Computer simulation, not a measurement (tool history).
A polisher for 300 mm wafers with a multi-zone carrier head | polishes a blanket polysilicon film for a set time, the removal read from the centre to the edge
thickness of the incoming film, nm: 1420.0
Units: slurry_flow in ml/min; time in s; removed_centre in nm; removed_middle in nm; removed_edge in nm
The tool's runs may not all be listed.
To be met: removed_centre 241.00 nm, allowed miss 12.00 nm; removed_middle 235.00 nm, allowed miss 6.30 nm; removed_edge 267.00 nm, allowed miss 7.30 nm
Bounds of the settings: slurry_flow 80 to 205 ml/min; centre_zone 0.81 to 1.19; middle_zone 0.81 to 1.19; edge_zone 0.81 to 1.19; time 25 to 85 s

Run 1, day 0.000: slurry_flow 135 ml/min, centre_zone 1.00, middle_zone 1.00, edge_zone 1.00, time 55 s. Result: removed_centre 444.05 nm, removed_middle 426.07 nm, removed_edge 434.32 nm.
Run 2, day 0.300: slurry_flow 105 ml/min, centre_zone 1.00, middle_zone 1.00, edge_zone 1.00, time 55 s. Result: removed_centre 428.45 nm, removed_middle 400.71 nm, removed_edge 417.54 nm.
Run 3, day 0.542: slurry_flow 100 ml/min, centre_zone 0.97, middle_zone 0.97, edge_zone 0.98, time 51 s. Result: removed_centre 368.37 nm, removed_middle 352.85 nm, removed_edge 380.78 nm.
Run 4, day 0.867: slurry_flow 120 ml/min, centre_zone 0.97, middle_zone 0.97, edge_zone 0.98, time 51 s. Result: removed_centre 398.71 nm, removed_middle 376.26 nm, removed_edge 388.61 nm.
Run 5, day 1.083: slurry_flow 140 ml/min, centre_zone 0.97, middle_zone 0.97, edge_zone 0.98, time 51 s. Result: removed_centre 403.40 nm, removed_middle 384.60 nm, removed_edge 403.85 nm.
Run 6, day 1.125: slurry_flow 140 ml/min, centre_zone 0.97, middle_zone 1.02, edge_zone 0.98, time 51 s. Result: removed_centre 402.70 nm, removed_middle 404.49 nm, removed_edge 401.41 nm.
Run 7, day 1.175: slurry_flow 130 ml/min, centre_zone 0.94, middle_zone 0.99, edge_zone 0.96, time 48 s. Result: removed_centre 358.47 nm, removed_middle 361.44 nm, removed_edge 371.02 nm.
Run 8, day 1.208: slurry_flow 125 ml/min, centre_zone 0.93, middle_zone 0.97, edge_zone 0.94, time 46 s. Result: removed_centre 341.92 nm, removed_middle 337.35 nm, removed_edge 347.50 nm.

Which of these 5 next moves meets every target?
Run A, day 1.242: slurry_flow 85 ml/min, centre_zone 0.87, middle_zone 0.85, edge_zone 0.87, time 39 s. Result: removed_centre ?, removed_middle ?, removed_edge ?.
Run B, day 1.242: slurry_flow 145 ml/min, centre_zone 0.89, middle_zone 0.81, edge_zone 1.02, time 33 s. Result: removed_centre ?, removed_middle ?, removed_edge ?.
Run C, day 1.242: slurry_flow 95 ml/min, centre_zone 0.87, middle_zone 0.92, edge_zone 0.88, time 38 s. Result: removed_centre ?, removed_middle ?, removed_edge ?.
Run D, day 1.242: slurry_flow 140 ml/min, centre_zone 1.03, middle_zone 0.84, edge_zone 0.88, time 33 s. Result: removed_centre ?, removed_middle ?, removed_edge ?.
Run E, day 1.242: slurry_flow 115 ml/min, centre_zone 0.95, middle_zone 1.02, edge_zone 0.97, time 33 s. Result: removed_centre ?, removed_middle ?, removed_edge ?.

move  removed_centre  removed_middle  removed_edge
   A          236.36          232.86        266.36
   B          238.32          216.23        266.19
   C          239.44          250.37        266.43
   D          274.04          221.10        247.01
   E          240.80          249.06        250.11
A: meets every target
B: takes the result that was furthest off past its target
C: nearer than the last run, and not there yet
D: takes the result that was furthest off past its target
E: nearer than the last run, and not there yet
Answer: A
